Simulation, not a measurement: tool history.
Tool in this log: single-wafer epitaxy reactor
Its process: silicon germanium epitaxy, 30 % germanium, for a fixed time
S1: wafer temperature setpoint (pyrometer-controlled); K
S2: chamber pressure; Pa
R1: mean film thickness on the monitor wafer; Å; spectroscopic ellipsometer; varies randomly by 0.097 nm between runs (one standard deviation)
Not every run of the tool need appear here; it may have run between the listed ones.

| run | hour | S1 | S2 | R1 |
|---|---|---|---|---|
| 1 | 0 | 858.15 | 2880 | 498.22 |
| 2 | 5.2 | 858.15 | 3266 | 527.26 |
| 3 | 11 | 851.15 | 3146 | 463.73 |
| 4 | 16 | 846.15 | 2933 | 411.54 |
| 5 | 23.3 | 852.15 | 2933 | 456.76 |
| 6 | 31.8 | 843.15 | 2933 | 391.73 |
| 7 | 39 | 840.15 | 2800 | 361.33 |
| 8 | 39.6 | 838.15 | 2746 | 346.55 |

Forecast run 9:
| 9 | 43.9 | 837.15 | 2706 | ? |

R1: 338.14 Å

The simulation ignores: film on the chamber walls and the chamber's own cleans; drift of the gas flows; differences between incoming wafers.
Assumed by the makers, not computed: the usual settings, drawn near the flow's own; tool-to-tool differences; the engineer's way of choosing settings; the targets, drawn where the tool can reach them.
